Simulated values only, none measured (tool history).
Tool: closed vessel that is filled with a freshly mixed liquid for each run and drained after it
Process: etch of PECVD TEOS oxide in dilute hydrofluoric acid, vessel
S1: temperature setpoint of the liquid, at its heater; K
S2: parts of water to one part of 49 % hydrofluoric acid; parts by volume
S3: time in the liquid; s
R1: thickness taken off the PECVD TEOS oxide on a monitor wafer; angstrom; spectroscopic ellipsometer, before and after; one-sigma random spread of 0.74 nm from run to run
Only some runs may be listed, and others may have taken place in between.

{"run": 1, "day": 0.0, "S1": 296.15, "S2": 120, "S3": 770, "R1": 789.17}
{"run": 2, "day": 0.1, "S1": 296.15, "S2": 120, "S3": 770, "R1": 788.83}
{"run": 3, "day": 0.429, "S1": 296.15, "S2": 85, "S3": 770, "R1": 1154.1}
{"run": 4, "day": 0.729, "S1": 294.65, "S2": 85, "S3": 770, "R1": 1098.5}
{"run": 5, "day": 0.842, "S1": 297.65, "S2": 80, "S3": 770, "R1": 1319.5}
{"run": 6, "day": 0.921, "S1": 300.65, "S2": 80, "S3": 770, "R1": 1480.2}
{"run": 7, "day": 1.008, "S1": 301.65, "S2": 80, "S3": 770, "R1": 1539.9}
{"run": 8, "day": 1.1, "S1": 302.15, "S2": 80, "S3": 770, "R1": 1575.3}

The next listed run, before its measurement:
{"run": 9, "day": 1.317, "S1": 302.65, "S2": 80, "S3": 770, "R1": "?"}

Run 9 came out at R1 1601.5 angstrom.

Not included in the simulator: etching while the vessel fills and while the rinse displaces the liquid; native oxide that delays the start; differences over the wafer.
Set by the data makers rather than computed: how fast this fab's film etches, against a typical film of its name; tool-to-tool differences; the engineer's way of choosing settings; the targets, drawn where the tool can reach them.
